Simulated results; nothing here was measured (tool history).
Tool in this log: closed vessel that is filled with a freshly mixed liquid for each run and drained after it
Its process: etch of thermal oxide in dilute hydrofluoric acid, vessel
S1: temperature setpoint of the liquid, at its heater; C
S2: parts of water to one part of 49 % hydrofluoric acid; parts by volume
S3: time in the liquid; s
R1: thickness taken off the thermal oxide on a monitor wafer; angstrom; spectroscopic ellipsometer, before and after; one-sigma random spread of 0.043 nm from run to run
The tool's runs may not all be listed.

Run 1, hour 0: S1 25 C, S2 220 parts by volume, S3 230 s. Result: R1 49.599 angstrom.
Run 2, hour 8.1: S1 25 C, S2 220 parts by volume, S3 230 s. Result: R1 49.707 angstrom.
Run 3, hour 16.7: S1 26 C, S2 210 parts by volume, S3 230 s. Result: R1 54.48 angstrom.
Run 4, hour 17.2: S1 26 C, S2 210 parts by volume, S3 230 s. Result: R1 54.131 angstrom.
Run 5, hour 19.2: S1 26.5 C, S2 200 parts by volume, S3 230 s. Result: R1 59.026 angstrom.
Run 6, hour 27.3: S1 27 C, S2 195 parts by volume, S3 230 s. Result: R1 62.607 angstrom.
Run 7, hour 34.4: S1 27.5 C, S2 190 parts by volume, S3 230 s. Result: R1 65.078 angstrom.
Run 8, hour 36.9: S1 28 C, S2 185 parts by volume, S3 230 s. Result: R1 68.903 angstrom.
Run 9, hour 44.1: S1 28.5 C, S2 180 parts by volume, S3 230 s. Result: R1 72.095 angstrom.
Run 10, hour 46.7: S1 29 C, S2 175 parts by volume, S3 230 s. Result: R1 76.367 angstrom.
Run 11, hour 53: S1 29.5 C, S2 170 parts by volume, S3 230 s. Result: R1 80.778 angstrom.

What does the tool deliver on the next run?
Run 12, hour 57: S1 30 C, S2 170 parts by volume, S3 230 s. Result: R1 ?.

R1: 81.894 angstrom
